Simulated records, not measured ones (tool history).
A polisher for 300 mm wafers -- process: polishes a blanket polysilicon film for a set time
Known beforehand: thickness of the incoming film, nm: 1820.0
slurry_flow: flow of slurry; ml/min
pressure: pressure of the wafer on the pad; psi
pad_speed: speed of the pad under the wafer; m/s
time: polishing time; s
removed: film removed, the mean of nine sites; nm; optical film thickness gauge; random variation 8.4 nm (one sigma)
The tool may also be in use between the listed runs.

| run | hour | slurry_flow | pressure | pad_speed | time | removed |
|---|---|---|---|---|---|---|
| 1 | 0.0 | 270 | 2.5 | 1.12 | 83 | 627.73 |
| 2 | 1.3 | 270 | 1.9 | 1.12 | 83 | 503.71 |
| 3 | 5.8 | 270 | 1.9 | 0.86 | 83 | 395.72 |
| 4 | 6.5 | 270 | 2.6 | 0.88 | 83 | 530.64 |
| 5 | 7.1 | 230 | 2.6 | 0.88 | 83 | 515.36 |
| 6 | 9.1 | 245 | 3.0 | 0.88 | 83 | 597.23 |
| 7 | 16.9 | 255 | 3.3 | 0.88 | 83 | 650.13 |
| 8 | 25.3 | 255 | 3.5 | 0.92 | 83 | 708.71 |

Run 9 comes next. What will it give?
| 9 | 33.2 | 255 | 3.6 | 0.94 | 83 | ? |

{"run 9": {"removed": 748.23}}
